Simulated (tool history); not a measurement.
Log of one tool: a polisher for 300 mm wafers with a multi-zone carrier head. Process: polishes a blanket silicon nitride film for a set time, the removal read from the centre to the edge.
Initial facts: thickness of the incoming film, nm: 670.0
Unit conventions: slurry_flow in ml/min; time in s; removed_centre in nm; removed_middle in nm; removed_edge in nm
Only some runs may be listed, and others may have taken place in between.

run  hour  slurry_flow  centre_zone  middle_zone  edge_zone  time  removed_centre  removed_middle  removed_edge
  1   0.0          170         1.00         1.00       1.00    32          41.240          41.861        41.845
  2   1.6          185         1.06         1.01       1.04    34          48.054          44.593        44.844
  3   6.1          165         1.06         1.01       1.04    34          45.947          44.365        43.870
  4  10.7          165         1.06         1.01       0.96    34          45.873          44.037        42.612
  5  16.3          165         1.06         0.95       0.96    34          45.527          41.049        42.967
  6  22.2          185         1.07         0.97       1.00    36          50.699          44.559        46.280
  7  26.7          195         1.08         0.98       1.03    38          54.557          49.281        50.302

Run 8, settings as shown, results not yet in. Your forecast:
  8  29.2          205         1.10         0.98       1.06    39               ?               ?             ?

Run 8 produced removed_centre 57.952 nm, removed_middle 51.509 nm, removed_edge 52.420 nm.
